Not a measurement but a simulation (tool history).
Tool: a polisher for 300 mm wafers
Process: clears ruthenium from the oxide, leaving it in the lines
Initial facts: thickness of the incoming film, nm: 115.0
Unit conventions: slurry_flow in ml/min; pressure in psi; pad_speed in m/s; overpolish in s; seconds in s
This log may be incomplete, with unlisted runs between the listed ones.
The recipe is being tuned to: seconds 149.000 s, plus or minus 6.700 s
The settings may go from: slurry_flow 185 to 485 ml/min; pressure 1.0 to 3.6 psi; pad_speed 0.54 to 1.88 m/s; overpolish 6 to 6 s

run 1 hour=0.0 | slurry_flow=310 pressure=2.3 pad_speed=1.20 overpolish=6 | seconds=85.438
run 2 hour=8.3 | slurry_flow=310 pressure=2.3 pad_speed=1.20 overpolish=6 | seconds=85.682
run 3 hour=14.5 | slurry_flow=310 pressure=2.1 pad_speed=1.20 overpolish=6 | seconds=94.823
run 4 hour=21.5 | slurry_flow=310 pressure=1.7 pad_speed=1.20 overpolish=6 | seconds=115.390
run 5 hour=25.6 | slurry_flow=380 pressure=1.7 pad_speed=1.20 overpolish=6 | seconds=117.050
run 6 hour=27.5 | slurry_flow=380 pressure=2.1 pad_speed=1.20 overpolish=6 | seconds=93.276
run 7 hour=31.3 | slurry_flow=380 pressure=2.0 pad_speed=1.20 overpolish=6 | seconds=97.862
run 8 hour=38.7 | slurry_flow=380 pressure=1.9 pad_speed=1.20 overpolish=6 | seconds=101.580
run 9 hour=45.6 | slurry_flow=380 pressure=1.8 pad_speed=1.20 overpolish=6 | seconds=108.480
run 10 hour=49.5 | slurry_flow=380 pressure=1.7 pad_speed=1.20 overpolish=6 | seconds=110.920
run 11 hour=53.2 | slurry_flow=380 pressure=1.6 pad_speed=1.20 overpolish=6 | seconds=121.450
run 12 hour=58.2 | slurry_flow=380 pressure=1.5 pad_speed=1.20 overpolish=6 | seconds=128.350

Of the 5 settings listed for the next run, only one would bring every result within its allowed miss of target. Which one?
run A hour=63.2 | slurry_flow=380 pressure=1.1 pad_speed=1.26 overpolish=6 | seconds=?
run B hour=63.2 | slurry_flow=370 pressure=1.4 pad_speed=1.46 overpolish=6 | seconds=?
run C hour=63.2 | slurry_flow=365 pressure=1.2 pad_speed=1.18 overpolish=6 | seconds=?
run D hour=63.2 | slurry_flow=370 pressure=1.4 pad_speed=1.22 overpolish=6 | seconds=?
run E hour=63.2 | slurry_flow=360 pressure=1.2 pad_speed=1.30 overpolish=6 | seconds=?

move=A seconds=164.290
move=B seconds=114.420
move=C seconds=161.140
move=D seconds=134.950
move=E seconds=147.650
A: moves the result that the last run missed by most past its target, out the other side
B: further off than the last run
C: moves the result that the last run missed by most past its target, out the other side
D: closes in on the targets versus the last run, not all within tolerance yet
E: meets every target
The right move is E.
